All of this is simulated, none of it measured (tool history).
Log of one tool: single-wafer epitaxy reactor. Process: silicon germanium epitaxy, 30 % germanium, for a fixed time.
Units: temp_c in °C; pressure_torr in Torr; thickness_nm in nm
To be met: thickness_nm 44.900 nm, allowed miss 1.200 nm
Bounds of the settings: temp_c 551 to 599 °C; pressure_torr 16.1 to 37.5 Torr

run,day,temp_c,pressure_torr,thickness_nm
1,0.000,575,26.8,34.938
2,0.100,575,23.4,32.472
3,0.400,569,23.4,29.385
4,0.667,569,28.1,32.366
5,0.996,574,28.3,35.307
6,1.258,578,28.5,37.999
7,1.375,581,28.6,39.852
8,1.746,583,28.7,41.379
9,1.917,584,28.8,42.283

5 next moves are on the table. One of them brings every result within its allowed miss. Which?
A,2.088,590,27.2,?
B,2.088,581,31.6,?
C,2.088,593,27.4,?
D,2.088,585,25.1,?
E,2.088,586,25.8,?

move,thickness_nm
A,45.308
B,42.098
C,47.784
D,39.966
E,41.238
A: meets every target
B: further off than the last run
C: takes the result that was furthest off past its target
D: further off than the last run
E: further off than the last run
Answer: A
